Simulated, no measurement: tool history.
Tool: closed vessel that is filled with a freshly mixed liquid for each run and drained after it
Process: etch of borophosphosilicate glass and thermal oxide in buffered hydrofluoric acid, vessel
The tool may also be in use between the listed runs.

| run | day | temperature setpoint of the liquid (C) | parts of 40 % ammonium fluoride to one part of 49 % hydrofluoric acid (parts by volume) | time in the liquid (s) | thickness taken off the borophosphosilicate glass on a monitor wafer (nm) | thickness taken off the thermal oxide on a monitor wafer (nm) |
|---|---|---|---|---|---|---|
| 1 | 0 | 24 | 18.5 | 60 | 69.47 | 40.389 |
| 2 | 0.208 | 23 | 19 | 60 | 64.183 | 36.511 |
| 3 | 0.262 | 23 | 19 | 45 | 48.324 | 28.005 |
| 4 | 0.379 | 23 | 19 | 55 | 57.662 | 34.109 |
| 5 | 0.712 | 21 | 19 | 55 | 52.489 | 30.012 |
| 6 | 0.908 | 20.5 | 19.5 | 55 | 49.63 | 28.942 |

Run 7 comes next. What will it give?
| 7 | 0.971 | 20 | 20 | 55 | ? | ? |

thickness taken off the borophosphosilicate glass on a monitor wafer (nm): 47.766
thickness taken off the thermal oxide on a monitor wafer (nm): 27.074
